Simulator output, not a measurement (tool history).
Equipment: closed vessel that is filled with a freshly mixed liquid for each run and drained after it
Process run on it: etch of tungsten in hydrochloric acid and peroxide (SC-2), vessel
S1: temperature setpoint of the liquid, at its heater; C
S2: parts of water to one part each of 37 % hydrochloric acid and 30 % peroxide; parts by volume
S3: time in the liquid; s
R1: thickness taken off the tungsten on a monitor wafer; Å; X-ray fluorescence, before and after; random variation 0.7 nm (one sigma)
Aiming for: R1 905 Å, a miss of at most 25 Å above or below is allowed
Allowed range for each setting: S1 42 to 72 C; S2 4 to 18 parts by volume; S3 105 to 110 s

{"run": 1, "hour": 0.0, "S1": 58, "S2": 10, "S3": 105, "R1": 443.18}
{"run": 2, "hour": 3.7, "S1": 58, "S2": 8.5, "S3": 105, "R1": 507.07}
{"run": 3, "hour": 8.7, "S1": 58, "S2": 8.5, "S3": 110, "R1": 536.76}
{"run": 4, "hour": 9.4, "S1": 58, "S2": 8.5, "S3": 105, "R1": 512.39}
{"run": 5, "hour": 10.2, "S1": 59, "S2": 8.5, "S3": 105, "R1": 544.47}
{"run": 6, "hour": 11.2, "S1": 60, "S2": 8.5, "S3": 105, "R1": 583.7}
{"run": 7, "hour": 14.5, "S1": 60.5, "S2": 8.5, "S3": 105, "R1": 593.73}
{"hour": 19.3, "done": "chemicals flow meter replaced"}
{"run": 8, "hour": 19.3, "S1": 61.5, "S2": 8.5, "S3": 105, "R1": 683.53}
{"run": 9, "hour": 26.9, "S1": 62, "S2": 8.5, "S3": 105, "R1": 704.11}
{"run": 10, "hour": 32.9, "S1": 62.5, "S2": 8.5, "S3": 105, "R1": 734.78}
{"run": 11, "hour": 38.7, "S1": 63, "S2": 8.5, "S3": 105, "R1": 758.24}
{"run": 12, "hour": 45.5, "S1": 63.5, "S2": 8.5, "S3": 105, "R1": 774.48}
{"run": 13, "hour": 54.0, "S1": 64.5, "S2": 8.5, "S3": 105, "R1": 834.77}
{"run": 14, "hour": 62.2, "S1": 65, "S2": 8.5, "S3": 105, "R1": 845.79}
{"run": 15, "hour": 68.8, "S1": 65.5, "S2": 8.5, "S3": 105, "R1": 871.78}

Pick the move, out of 4, that brings all results within their allowed miss; only one does.
{"run": "A", "hour": 75.4, "S1": 62.5, "S2": 7.5, "S3": 105, "R1": "?"}
{"run": "B", "hour": 75.4, "S1": 61, "S2": 6.5, "S3": 110, "R1": "?"}
{"run": "C", "hour": 75.4, "S1": 63.5, "S2": 7, "S3": 105, "R1": "?"}
{"run": "D", "hour": 75.4, "S1": 67, "S2": 10, "S3": 105, "R1": "?"}

move=A R1=802.49
move=B R1=856.07
move=C R1=900.91
move=D R1=835.92
A: lands further from the targets than the last run did
B: lands further from the targets than the last run did
C: each result inside its tolerance
D: lands further from the targets than the last run did
The right move is C.

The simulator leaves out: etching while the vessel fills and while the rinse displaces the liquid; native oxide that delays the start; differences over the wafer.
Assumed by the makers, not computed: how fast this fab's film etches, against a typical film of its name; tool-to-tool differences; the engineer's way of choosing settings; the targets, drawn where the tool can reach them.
